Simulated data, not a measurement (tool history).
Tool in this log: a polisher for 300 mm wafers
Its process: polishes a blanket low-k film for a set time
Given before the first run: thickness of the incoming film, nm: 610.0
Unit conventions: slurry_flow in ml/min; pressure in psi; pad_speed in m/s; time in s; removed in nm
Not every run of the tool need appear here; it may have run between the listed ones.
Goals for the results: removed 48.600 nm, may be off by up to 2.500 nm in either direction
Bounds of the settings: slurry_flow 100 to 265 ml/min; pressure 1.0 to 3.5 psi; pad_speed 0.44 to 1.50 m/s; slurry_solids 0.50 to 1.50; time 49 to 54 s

run 1 hour=0.0 | slurry_flow=170 pressure=2.2 pad_speed=0.96 slurry_solids=1.00 time=54 | removed=25.757
run 2 hour=2.9 | slurry_flow=170 pressure=2.5 pad_speed=0.98 slurry_solids=1.00 time=54 | removed=28.903
run 3 hour=8.7 | slurry_flow=170 pressure=2.7 pad_speed=1.02 slurry_solids=1.00 time=54 | removed=32.612
run 4 hour=13.9 | slurry_flow=170 pressure=2.9 pad_speed=1.04 slurry_solids=1.00 time=54 | removed=35.642
run 5 hour=20.5 | slurry_flow=170 pressure=2.9 pad_speed=1.04 slurry_solids=1.00 time=54 | removed=35.599
run 6 hour=26.1 | slurry_flow=170 pressure=3.0 pad_speed=1.06 slurry_solids=1.00 time=54 | removed=36.807
run 7 hour=30.9 | slurry_flow=170 pressure=3.1 pad_speed=1.08 slurry_solids=1.00 time=54 | removed=38.306
run 8 hour=35.8 | slurry_flow=170 pressure=3.2 pad_speed=1.10 slurry_solids=1.00 time=54 | removed=39.436
run 9 hour=43.0 | slurry_flow=170 pressure=3.3 pad_speed=1.14 slurry_solids=1.00 time=54 | removed=42.284
run 10 hour=44.1 | slurry_flow=170 pressure=3.3 pad_speed=1.16 slurry_solids=1.00 time=54 | removed=42.327
run 11 hour=47.1 | slurry_flow=170 pressure=3.3 pad_speed=1.18 slurry_solids=1.00 time=54 | removed=41.989
run 12 hour=55.1 | slurry_flow=170 pressure=3.3 pad_speed=1.20 slurry_solids=1.00 time=54 | removed=43.665

Of the 5 settings listed for the next run, only one would bring every result within its allowed miss of target. Which one?
run A hour=63.1 | slurry_flow=245 pressure=3.3 pad_speed=0.88 slurry_solids=1.25 time=49 | removed=?
run B hour=63.1 | slurry_flow=175 pressure=3.2 pad_speed=1.22 slurry_solids=1.05 time=53 | removed=?
run C hour=63.1 | slurry_flow=125 pressure=3.4 pad_speed=1.02 slurry_solids=1.25 time=50 | removed=?
run D hour=63.1 | slurry_flow=165 pressure=2.9 pad_speed=1.34 slurry_solids=1.10 time=54 | removed=?
run E hour=63.1 | slurry_flow=160 pressure=3.4 pad_speed=1.36 slurry_solids=1.15 time=51 | removed=?

move=A removed=37.852
move=B removed=42.469
move=C removed=38.525
move=D removed=42.000
move=E removed=47.391
A: further off than the last run
B: further off than the last run
C: further off than the last run
D: further off than the last run
E: each result inside its tolerance
Move E is the one to make.
